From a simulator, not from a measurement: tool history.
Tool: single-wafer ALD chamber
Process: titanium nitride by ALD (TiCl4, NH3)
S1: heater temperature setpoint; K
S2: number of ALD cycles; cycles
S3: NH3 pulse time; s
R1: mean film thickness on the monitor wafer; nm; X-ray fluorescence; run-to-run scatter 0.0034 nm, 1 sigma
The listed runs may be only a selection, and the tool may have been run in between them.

{"run": 1, "hour": 0.0, "S1": 653.15, "S2": 66, "S3": 2.5, "R1": 1.355}
{"run": 2, "hour": 6.0, "S1": 646.15, "S2": 66, "S3": 2.5, "R1": 1.3447}
{"run": 3, "hour": 9.0, "S1": 646.15, "S2": 66, "S3": 3.09, "R1": 1.3689}
{"run": 4, "hour": 15.4, "S1": 650.15, "S2": 66, "S3": 3.09, "R1": 1.369}
{"run": 5, "hour": 23.5, "S1": 648.15, "S2": 65, "S3": 2.71, "R1": 1.3423}
{"run": 6, "hour": 30.0, "S1": 646.15, "S2": 64, "S3": 2.42, "R1": 1.3011}

Run 7, settings as shown, results not yet in. Your forecast:
{"run": 7, "hour": 32.7, "S1": 645.15, "S2": 64, "S3": 2.38, "R1": "?"}

R1: 1.3069 nm
